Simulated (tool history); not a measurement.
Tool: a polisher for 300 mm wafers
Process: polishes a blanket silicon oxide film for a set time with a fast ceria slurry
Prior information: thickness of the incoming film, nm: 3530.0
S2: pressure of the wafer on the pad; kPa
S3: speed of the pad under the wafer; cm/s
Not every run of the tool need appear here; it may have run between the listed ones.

run 1 hour=0 | flow_of_slurry_(ml/min)=285 S2=20 S3=100 polishing_time_(s)=61 | film_removed_(Å)=10589
run 2 hour=6.8 | flow_of_slurry_(ml/min)=285 S2=20.7 S3=100 polishing_time_(s)=61 | film_removed_(Å)=10816
run 3 hour=13.4 | flow_of_slurry_(ml/min)=285 S2=21.4 S3=100 polishing_time_(s)=61 | film_removed_(Å)=11084
run 4 hour=21.9 | flow_of_slurry_(ml/min)=285 S2=21.4 S3=100 polishing_time_(s)=64 | film_removed_(Å)=11687
run 5 hour=28.1 | flow_of_slurry_(ml/min)=285 S2=17.2 S3=100 polishing_time_(s)=64 | film_removed_(Å)=9501.7
run 6 hour=33.8 | flow_of_slurry_(ml/min)=285 S2=17.9 S3=100 polishing_time_(s)=64 | film_removed_(Å)=9612
run 7 hour=35.5 | flow_of_slurry_(ml/min)=285 S2=18.6 S3=100 polishing_time_(s)=64 | film_removed_(Å)=9991.6

For run 8, what comes out?
run 8 hour=42 | flow_of_slurry_(ml/min)=285 S2=19.3 S3=100 polishing_time_(s)=64 | film_removed_(Å)=?

Run 8 produced film removed (Å) 10486.

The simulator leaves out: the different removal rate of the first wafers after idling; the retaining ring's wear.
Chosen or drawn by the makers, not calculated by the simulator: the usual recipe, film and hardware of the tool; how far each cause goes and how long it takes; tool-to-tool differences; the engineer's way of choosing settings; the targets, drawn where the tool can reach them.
